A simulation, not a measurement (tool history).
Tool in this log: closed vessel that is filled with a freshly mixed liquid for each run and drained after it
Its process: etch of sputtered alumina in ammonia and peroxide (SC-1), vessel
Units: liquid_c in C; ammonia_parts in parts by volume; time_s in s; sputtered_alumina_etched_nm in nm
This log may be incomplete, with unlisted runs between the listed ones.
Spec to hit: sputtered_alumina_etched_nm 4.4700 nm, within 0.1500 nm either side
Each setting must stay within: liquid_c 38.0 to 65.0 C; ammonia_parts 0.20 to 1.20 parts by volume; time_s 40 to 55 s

| run | hour | liquid_c | ammonia_parts | time_s | sputtered_alumina_etched_nm |
|---|---|---|---|---|---|
| 1 | 0.0 | 49.0 | 0.80 | 55 | 2.5632 |
| 2 | 6.4 | 50.5 | 0.80 | 55 | 2.7904 |
| 3 | 12.5 | 50.5 | 1.00 | 55 | 2.8766 |
| 4 | 14.4 | 47.5 | 1.00 | 55 | 2.3671 |
| 5 | 16.5 | 47.5 | 0.85 | 55 | 2.3680 |
| 6 | 25.7 | 47.5 | 0.85 | 55 | 2.3506 |
| 7 | 27.4 | 49.0 | 0.85 | 55 | 2.5990 |
| 8 | 31.9 | 57.0 | 0.90 | 55 | 3.9982 |
| 9 | 34.9 | 57.5 | 0.90 | 55 | 4.0403 |

Which of these 5 next moves meets every target?
| A | 37.9 | 57.0 | 0.95 | 55 | ? |
| B | 37.9 | 61.0 | 0.85 | 55 | ? |
| C | 37.9 | 59.0 | 0.85 | 55 | ? |
| D | 37.9 | 61.5 | 0.65 | 55 | ? |
| E | 37.9 | 60.5 | 0.80 | 55 | ? |

| move | sputtered_alumina_etched_nm |
|---|---|
| A | 3.9825 |
| B | 4.8457 |
| C | 4.3729 |
| D | 4.8459 |
| E | 4.6965 |
A: lands further from the targets than the last run did
B: takes the result that was furthest off past its target
C: meets every target
D: takes the result that was furthest off past its target
E: takes the result that was furthest off past its target
So the answer is move C, the one that meets all the targets.
